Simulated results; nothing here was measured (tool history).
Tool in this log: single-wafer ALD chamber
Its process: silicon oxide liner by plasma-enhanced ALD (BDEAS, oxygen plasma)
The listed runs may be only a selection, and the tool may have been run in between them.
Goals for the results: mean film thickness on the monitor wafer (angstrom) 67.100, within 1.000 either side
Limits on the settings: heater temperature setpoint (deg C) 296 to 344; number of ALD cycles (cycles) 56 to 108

run,day,heater temperature setpoint (deg C),number of ALD cycles (cycles),mean film thickness on the monitor wafer (angstrom)
1,0.000,320,82,78.529
2,0.029,320,89,85.087
3,0.304,327,89,84.468
4,0.525,328,83,78.528
5,0.733,335,83,78.158
6,0.812,340,83,77.080
7,0.867,341,79,73.779
8,1.021,341,76,70.565
9,1.383,341,75,69.824
10,1.604,341,74,68.859

Of the 4 settings listed for the next run, only one would bring every result within its allowed miss of target. Which one?
A,1.825,341,77,?
B,1.825,344,72,?
C,1.825,334,75,?
D,1.825,333,75,?

move,mean film thickness on the monitor wafer (angstrom)
A,71.866
B,66.937
C,70.636
D,70.727
A: its largest miss is bigger than the last run's
B: in spec on every target
C: its largest miss is bigger than the last run's
D: its largest miss is bigger than the last run's
B is the move that brings every result within its allowed miss.
